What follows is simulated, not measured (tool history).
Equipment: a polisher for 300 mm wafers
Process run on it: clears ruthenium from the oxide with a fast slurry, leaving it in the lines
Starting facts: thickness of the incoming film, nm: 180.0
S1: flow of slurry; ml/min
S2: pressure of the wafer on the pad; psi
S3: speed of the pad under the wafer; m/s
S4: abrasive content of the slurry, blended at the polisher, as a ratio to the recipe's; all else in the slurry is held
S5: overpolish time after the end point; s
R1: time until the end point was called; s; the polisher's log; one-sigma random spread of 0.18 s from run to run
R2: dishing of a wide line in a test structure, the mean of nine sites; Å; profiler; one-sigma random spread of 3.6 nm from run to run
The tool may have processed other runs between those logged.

run 1 hour=0.0 | S1=140 S2=3.3 S3=1.24 S4=1.0 S5=25 | R1=31.395 R2=1120.80
run 2 hour=4.6 | S1=145 S2=3.5 S3=1.24 S4=1.0 S5=26 | R1=29.381 R2=1168.40
run 3 hour=8.3 | S1=145 S2=3.7 S3=1.24 S4=1.0 S5=28 | R1=27.717 R2=1354.00
run 4 hour=16.8 | S1=145 S2=3.7 S3=1.06 S4=1.0 S5=28 | R1=32.551 R2=1181.40
run 5 hour=22.5 | S1=150 S2=3.9 S3=1.06 S4=1.0 S5=29 | R1=31.180 R2=1224.20
run 6 hour=29.5 | S1=150 S2=3.9 S3=1.06 S4=1.0 S5=19 | R1=30.273 R2=925.51
run 7 hour=30.9 | S1=150 S2=4.1 S3=1.08 S4=1.0 S5=21 | R1=28.684 R2=1064.70

Forecast run 8:
run 8 hour=32.6 | S1=150 S2=4.3 S3=1.10 S4=1.0 S5=22 | R1=? R2=?

Run 8 gave R1 27.152 s, R2 1098.00 Å.
